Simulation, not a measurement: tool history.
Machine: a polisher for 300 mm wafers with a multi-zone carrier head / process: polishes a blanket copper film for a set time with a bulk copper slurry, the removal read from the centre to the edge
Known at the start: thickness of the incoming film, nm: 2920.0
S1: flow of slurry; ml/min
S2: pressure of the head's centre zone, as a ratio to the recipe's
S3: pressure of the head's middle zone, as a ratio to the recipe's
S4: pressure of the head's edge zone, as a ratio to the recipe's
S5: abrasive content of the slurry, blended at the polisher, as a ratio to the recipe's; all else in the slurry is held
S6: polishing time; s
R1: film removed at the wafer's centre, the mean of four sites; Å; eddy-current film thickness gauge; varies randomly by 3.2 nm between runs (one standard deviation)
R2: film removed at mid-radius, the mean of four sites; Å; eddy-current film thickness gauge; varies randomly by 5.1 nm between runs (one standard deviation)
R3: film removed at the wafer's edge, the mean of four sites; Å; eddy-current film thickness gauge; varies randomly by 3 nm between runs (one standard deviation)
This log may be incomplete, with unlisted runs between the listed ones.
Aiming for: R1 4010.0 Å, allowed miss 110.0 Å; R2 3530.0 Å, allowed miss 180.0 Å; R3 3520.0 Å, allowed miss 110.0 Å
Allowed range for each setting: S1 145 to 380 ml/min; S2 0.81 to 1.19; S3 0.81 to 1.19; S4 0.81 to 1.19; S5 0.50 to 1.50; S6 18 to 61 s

Run 1, hour 0.0: S1 245 ml/min, S2 1.00, S3 1.00, S4 1.00, S5 1.00, S6 39 s. Result: R1 2742.4 Å, R2 2770.6 Å, R3 2669.1 Å.
Run 2, hour 8.3: S1 265 ml/min, S2 1.00, S3 1.00, S4 1.00, S5 1.00, S6 39 s. Result: R1 2735.7 Å, R2 2686.8 Å, R3 2697.0 Å.
Run 3, hour 12.8: S1 265 ml/min, S2 1.03, S3 1.02, S4 1.02, S5 1.10, S6 40 s. Result: R1 2937.8 Å, R2 2862.5 Å, R3 2883.5 Å.
Run 4, hour 18.6: S1 265 ml/min, S2 1.03, S3 1.02, S4 1.10, S5 1.10, S6 40 s. Result: R1 2957.4 Å, R2 2902.3 Å, R3 2946.1 Å.
Run 5, hour 21.0: S1 265 ml/min, S2 0.96, S3 1.02, S4 1.10, S5 1.10, S6 40 s. Result: R1 2725.3 Å, R2 2885.2 Å, R3 2939.3 Å.
Run 6, hour 25.5: S1 205 ml/min, S2 0.96, S3 1.02, S4 1.10, S5 1.10, S6 40 s. Result: R1 2705.5 Å, R2 2760.4 Å, R3 2868.7 Å.
Run 7, hour 29.9: S1 210 ml/min, S2 1.01, S3 1.04, S4 1.10, S5 1.20, S6 41 s. Result: R1 2915.0 Å, R2 2969.7 Å, R3 3003.1 Å.
Run 8, hour 32.7: S1 220 ml/min, S2 1.05, S3 1.04, S4 1.09, S5 1.25, S6 42 s. Result: R1 3157.5 Å, R2 3058.6 Å, R3 3105.2 Å.
Run 9, hour 41.7: S1 230 ml/min, S2 1.08, S3 1.05, S4 1.09, S5 1.30, S6 42 s. Result: R1 3270.0 Å, R2 3129.4 Å, R3 3182.2 Å.
Run 10, hour 48.1: S1 230 ml/min, S2 1.08, S3 1.05, S4 1.09, S5 1.30, S6 42 s. Result: R1 3307.2 Å, R2 3209.3 Å, R3 3156.3 Å.
Run 11, hour 54.8: S1 230 ml/min, S2 1.08, S3 1.05, S4 1.09, S5 1.30, S6 42 s. Result: R1 3248.0 Å, R2 3095.8 Å, R3 3190.5 Å.
Run 12, hour 58.3: S1 235 ml/min, S2 1.10, S3 1.06, S4 1.07, S5 1.30, S6 43 s. Result: R1 3485.8 Å, R2 3259.2 Å, R3 3210.8 Å.
Run 13, hour 65.9: S1 250 ml/min, S2 1.12, S3 1.06, S4 1.08, S5 1.35, S6 43 s. Result: R1 3552.9 Å, R2 3282.2 Å, R3 3246.3 Å.

Which one of the following 5 next-run settings gets every result inside its allowed miss? There is exactly one.
Run A, hour 73.5: S1 250 ml/min, S2 1.16, S3 1.05, S4 1.07, S5 1.40, S6 46 s. Result: R1 ?, R2 ?, R3 ?.
Run B, hour 73.5: S1 275 ml/min, S2 1.12, S3 1.00, S4 1.19, S5 1.45, S6 47 s. Result: R1 ?, R2 ?, R3 ?.
Run C, hour 73.5: S1 260 ml/min, S2 1.17, S3 0.96, S4 1.08, S5 1.35, S6 46 s. Result: R1 ?, R2 ?, R3 ?.
Run D, hour 73.5: S1 265 ml/min, S2 1.15, S3 0.90, S4 1.19, S5 1.40, S6 47 s. Result: R1 ?, R2 ?, R3 ?.
Run E, hour 73.5: S1 245 ml/min, S2 1.16, S3 1.15, S4 1.06, S5 1.30, S6 43 s. Result: R1 ?, R2 ?, R3 ?.

move      R1      R2      R3
   A  3966.7  3501.2  3511.5
   B  3981.6  3491.0  3814.1
   C  3984.5  3232.8  3512.1
   D  4039.2  3160.4  3780.1
   E  3643.5  3474.8  3208.5
A: in spec on every target
B: brings the result that was furthest off to its target, and leaves another outside
C: brings the result that was furthest off to its target, and leaves another outside
D: brings the result that was furthest off to its target, and leaves another outside
E: moves toward the targets from the last run without getting all of them in spec
Answer: A

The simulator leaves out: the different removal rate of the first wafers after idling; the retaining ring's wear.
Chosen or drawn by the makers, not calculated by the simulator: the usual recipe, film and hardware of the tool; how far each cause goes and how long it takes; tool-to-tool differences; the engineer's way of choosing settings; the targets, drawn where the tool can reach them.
